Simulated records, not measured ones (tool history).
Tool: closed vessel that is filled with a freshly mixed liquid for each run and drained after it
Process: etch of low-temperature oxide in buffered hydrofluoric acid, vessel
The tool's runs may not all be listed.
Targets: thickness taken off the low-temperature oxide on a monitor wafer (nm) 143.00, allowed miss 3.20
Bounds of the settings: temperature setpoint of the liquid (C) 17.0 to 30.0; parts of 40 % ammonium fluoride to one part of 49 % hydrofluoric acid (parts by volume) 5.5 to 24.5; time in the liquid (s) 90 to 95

run,hour,temperature setpoint of the liquid (C),parts of 40 % ammonium fluoride to one part of 49 % hydrofluoric acid (parts by volume),time in the liquid (s),thickness taken off the low-temperature oxide on a monitor wafer (nm)
1,0.0,22.0,15.0,90,209.07
2,3.4,22.0,15.0,95,219.10
3,5.9,21.0,15.5,95,201.39
4,13.1,21.0,15.5,95,200.51
5,20.4,21.0,12.0,95,258.86
6,28.8,21.0,15.5,95,202.38
7,33.1,21.0,15.5,95,200.39
8,41.6,20.0,16.0,95,184.02
9,50.4,19.5,16.5,95,174.89
10,59.6,19.0,17.0,95,163.04
11,67.3,18.5,17.0,95,160.69
12,69.5,18.0,17.0,95,155.37
13,78.1,17.5,17.5,95,146.28

5 next moves are on the table. One of them brings every result within its allowed miss. Which?
A,86.7,18.5,18.0,95,?
B,86.7,18.0,16.5,90,?
C,86.7,17.0,15.5,90,?
D,86.7,17.0,16.5,95,?
E,86.7,17.5,18.0,95,?

move,thickness taken off the low-temperature oxide on a monitor wafer (nm)
A,150.34
B,150.86
C,151.55
D,150.41
E,142.03
A: further off than the last run
B: further off than the last run
C: further off than the last run
D: further off than the last run
E: meets every target
Move E is the one to make.
